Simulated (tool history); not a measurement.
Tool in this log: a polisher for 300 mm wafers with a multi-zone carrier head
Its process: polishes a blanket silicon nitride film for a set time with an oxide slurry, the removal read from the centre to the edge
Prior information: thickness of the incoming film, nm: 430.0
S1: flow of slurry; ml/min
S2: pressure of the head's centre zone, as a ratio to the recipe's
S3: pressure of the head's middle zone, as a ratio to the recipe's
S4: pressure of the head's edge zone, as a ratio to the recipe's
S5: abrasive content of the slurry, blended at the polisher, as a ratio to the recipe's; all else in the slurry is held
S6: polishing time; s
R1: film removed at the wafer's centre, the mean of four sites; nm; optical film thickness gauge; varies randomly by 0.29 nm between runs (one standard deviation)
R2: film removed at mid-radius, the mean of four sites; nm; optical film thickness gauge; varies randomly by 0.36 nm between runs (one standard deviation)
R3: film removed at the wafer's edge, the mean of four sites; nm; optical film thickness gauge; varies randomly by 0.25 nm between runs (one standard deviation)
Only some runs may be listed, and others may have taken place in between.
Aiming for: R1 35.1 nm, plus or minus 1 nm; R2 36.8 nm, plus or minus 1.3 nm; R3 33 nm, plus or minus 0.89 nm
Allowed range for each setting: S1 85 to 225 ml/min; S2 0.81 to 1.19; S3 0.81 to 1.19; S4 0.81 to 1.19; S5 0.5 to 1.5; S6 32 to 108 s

Run 1, hour 0: S1 145 ml/min, S2 1, S3 1, S4 1, S5 1, S6 70 s. Result: R1 48.359 nm, R2 49.119 nm, R3 49.592 nm.
Run 2, hour 2.7: S1 145 ml/min, S2 1, S3 1.05, S4 1, S5 1, S6 70 s. Result: R1 48.679 nm, R2 50.671 nm, R3 49.45 nm.
Run 3, hour 9.1: S1 145 ml/min, S2 1.05, S3 1.05, S4 1, S5 1, S6 70 s. Result: R1 50.279 nm, R2 51.566 nm, R3 49.58 nm.
Run 4, hour 15.8: S1 145 ml/min, S2 1.05, S3 1.05, S4 0.93, S5 1, S6 70 s. Result: R1 49.966 nm, R2 50.839 nm, R3 47.369 nm.
Run 5, hour 22.8: S1 140 ml/min, S2 1.04, S3 1.05, S4 0.9, S5 0.85, S6 69 s. Result: R1 45.897 nm, R2 47.141 nm, R3 43.619 nm.
Run 6, hour 28.3: S1 140 ml/min, S2 1.04, S3 1.05, S4 0.88, S5 0.75, S6 67 s. Result: R1 42.766 nm, R2 42.674 nm, R3 40.462 nm.
Run 7, hour 36.5: S1 135 ml/min, S2 1.04, S3 1.07, S4 0.86, S5 0.7, S6 66 s. Result: R1 40.696 nm, R2 41.77 nm, R3 37.613 nm.
Run 8, hour 41.2: S1 135 ml/min, S2 1.04, S3 1.07, S4 0.86, S5 0.7, S6 66 s. Result: R1 40.591 nm, R2 42.16 nm, R3 38.737 nm.
Run 9, hour 45.9: S1 130 ml/min, S2 1.05, S3 1.08, S4 0.85, S5 0.65, S6 65 s. Result: R1 39.017 nm, R2 40.093 nm, R3 36.09 nm.
Run 10, hour 49.5: S1 120 ml/min, S2 1.05, S3 1.08, S4 0.84, S5 0.65, S6 65 s. Result: R1 38.104 nm, R2 40.271 nm, R3 34.895 nm.
Run 11, hour 53.4: S1 115 ml/min, S2 1.04, S3 1.06, S4 0.84, S5 0.65, S6 65 s. Result: R1 36.715 nm, R2 39.051 nm, R3 35.123 nm.
Run 12, hour 60.5: S1 110 ml/min, S2 1.05, S3 1.05, S4 0.83, S5 0.65, S6 65 s. Result: R1 37.172 nm, R2 38.104 nm, R3 35.308 nm.
Run 13, hour 61.8: S1 105 ml/min, S2 1.05, S3 1.06, S4 0.82, S5 0.65, S6 65 s. Result: R1 35.938 nm, R2 37.868 nm, R3 34.271 nm.
Run 14, hour 64.6: S1 100 ml/min, S2 1.05, S3 1.06, S4 0.82, S5 0.65, S6 65 s. Result: R1 36.025 nm, R2 37.303 nm, R3 33.973 nm.
Run 15, hour 68.6: S1 90 ml/min, S2 1.05, S3 1.08, S4 0.81, S5 0.6, S6 65 s. Result: R1 34.04 nm, R2 35.959 nm, R3 32.252 nm.

Pick the move, out of 5, that brings all results within their allowed miss; only one does.
Run A, hour 72.6: S1 130 ml/min, S2 0.89, S3 1.05, S4 0.81, S5 0.65, S6 61 s. Result: R1 ?, R2 ?, R3 ?.
Run B, hour 72.6: S1 90 ml/min, S2 0.99, S3 1.12, S4 0.81, S5 0.65, S6 68 s. Result: R1 ?, R2 ?, R3 ?.
Run C, hour 72.6: S1 110 ml/min, S2 0.95, S3 1.05, S4 0.85, S5 0.75, S6 59 s. Result: R1 ?, R2 ?, R3 ?.
Run D, hour 72.6: S1 120 ml/min, S2 1.07, S3 1.12, S4 0.81, S5 0.65, S6 59 s. Result: R1 ?, R2 ?, R3 ?.
Run E, hour 72.6: S1 100 ml/min, S2 1.08, S3 1.1, S4 0.85, S5 0.75, S6 59 s. Result: R1 ?, R2 ?, R3 ?.

move      R1      R2      R3
   A  32.806  36.502  33.135
   B  35.542  39.437  34.775
   C  33.535  35.934  33.689
   D  35.209  36.666  31.643
   E  35.627  36.529  33.143
A: its largest miss is bigger than the last run's
B: corrects the largest miss of the last run, while another result sits out of spec
C: its largest miss is bigger than the last run's
D: corrects the largest miss of the last run, while another result sits out of spec
E: every result lands within tolerance
E is the move that brings every result within its allowed miss.
